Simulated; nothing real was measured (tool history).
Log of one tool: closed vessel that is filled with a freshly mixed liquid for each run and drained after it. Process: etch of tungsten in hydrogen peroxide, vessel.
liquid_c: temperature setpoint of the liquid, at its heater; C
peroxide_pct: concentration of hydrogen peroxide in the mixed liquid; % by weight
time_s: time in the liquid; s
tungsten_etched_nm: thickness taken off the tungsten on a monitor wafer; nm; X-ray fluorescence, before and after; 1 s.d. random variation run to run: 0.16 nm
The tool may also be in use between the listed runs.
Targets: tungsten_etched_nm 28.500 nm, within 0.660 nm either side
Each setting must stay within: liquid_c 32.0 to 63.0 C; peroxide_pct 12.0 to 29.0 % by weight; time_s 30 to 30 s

run    day  liquid_c  peroxide_pct  time_s  tungsten_etched_nm
  1  0.000      47.0          19.5      30              54.149
  2  0.100      46.0          19.5      30              50.275
  3  0.425      46.0          19.5      30              50.085
  4  0.808      45.0          19.5      30              47.696
  5  1.146      45.0          17.0      30              44.417
  6  1.475      44.0          17.0      30              41.546
  7  1.825      43.5          17.0      30              39.988
  8  1.962      43.0          17.0      30              39.139
  9  2.342      42.5          17.0      30              37.763
 10  2.388      42.0          17.0      30              36.562
 11  2.729      41.5          17.0      30              35.702
 12  2.933      41.0          17.0      30              34.386
 13  3.300      40.5          17.0      30              33.054
 14  3.467      37.5          17.0      30              27.152

Of the 5 settings listed for the next run, only one would bring every result within its allowed miss of target. Which one?
  A  3.633      37.0          16.5      30                   ?
  B  3.633      40.5          12.5      30                   ?
  C  3.633      39.0          13.5      30                   ?
  D  3.633      37.5          16.5      30                   ?
  E  3.633      37.0          17.5      30                   ?

move  tungsten_etched_nm
   A              25.792
   B              28.244
   C              26.618
   D              26.661
   E              26.562
A: further off than the last run
B: every result within its allowed miss
C: further off than the last run
D: further off than the last run
E: further off than the last run
Correct choice: B, which meets every target
